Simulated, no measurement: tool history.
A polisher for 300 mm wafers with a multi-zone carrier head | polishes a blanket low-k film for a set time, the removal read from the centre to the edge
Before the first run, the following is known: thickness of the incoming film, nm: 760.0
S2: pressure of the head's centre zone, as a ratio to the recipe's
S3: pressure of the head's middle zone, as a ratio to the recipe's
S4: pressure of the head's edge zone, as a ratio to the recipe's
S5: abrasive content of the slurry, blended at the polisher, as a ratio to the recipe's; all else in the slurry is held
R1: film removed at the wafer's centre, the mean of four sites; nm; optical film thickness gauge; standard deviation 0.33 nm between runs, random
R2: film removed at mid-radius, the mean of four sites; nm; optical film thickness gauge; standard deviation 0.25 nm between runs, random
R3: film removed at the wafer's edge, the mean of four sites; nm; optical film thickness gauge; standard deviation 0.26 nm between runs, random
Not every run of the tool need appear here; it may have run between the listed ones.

{"run": 1, "hour": 0.0, "flow of slurry (ml/min)": 280, "S2": 1, "S3": 1, "S4": 1, "S5": 1, "polishing time (s)": 79, "R1": 37.447, "R2": 36.722, "R3": 37.378}
{"run": 2, "hour": 8.2, "flow of slurry (ml/min)": 280, "S2": 1, "S3": 1.05, "S4": 1, "S5": 1, "polishing time (s)": 79, "R1": 36.754, "R2": 38.337, "R3": 36.898}
{"run": 3, "hour": 8.9, "flow of slurry (ml/min)": 330, "S2": 1, "S3": 1.05, "S4": 1, "S5": 1, "polishing time (s)": 79, "R1": 37.821, "R2": 38.983, "R3": 38.172}
{"run": 4, "hour": 13.4, "flow of slurry (ml/min)": 330, "S2": 1, "S3": 1.05, "S4": 0.96, "S5": 1, "polishing time (s)": 79, "R1": 37.186, "R2": 38.968, "R3": 37.056}
{"run": 5, "hour": 15.1, "flow of slurry (ml/min)": 315, "S2": 0.94, "S3": 0.98, "S4": 0.95, "S5": 0.95, "polishing time (s)": 79, "R1": 34.71, "R2": 36.485, "R3": 36.555}
{"run": 6, "hour": 23.4, "flow of slurry (ml/min)": 300, "S2": 0.91, "S3": 0.93, "S4": 0.95, "S5": 0.9, "polishing time (s)": 79, "R1": 32.721, "R2": 34.044, "R3": 35.817}
{"run": 7, "hour": 32.0, "flow of slurry (ml/min)": 285, "S2": 0.89, "S3": 0.89, "S4": 0.94, "S5": 0.85, "polishing time (s)": 79, "R1": 30.452, "R2": 31.556, "R3": 34.329}

What does the tool deliver on the next run?
{"run": 8, "hour": 39.7, "flow of slurry (ml/min)": 265, "S2": 0.88, "S3": 0.87, "S4": 0.94, "S5": 0.85, "polishing time (s)": 79, "R1": "?", "R2": "?", "R3": "?"}

{"run 8": {"R1": 30.729, "R2": 30.786, "R3": 34.071}}
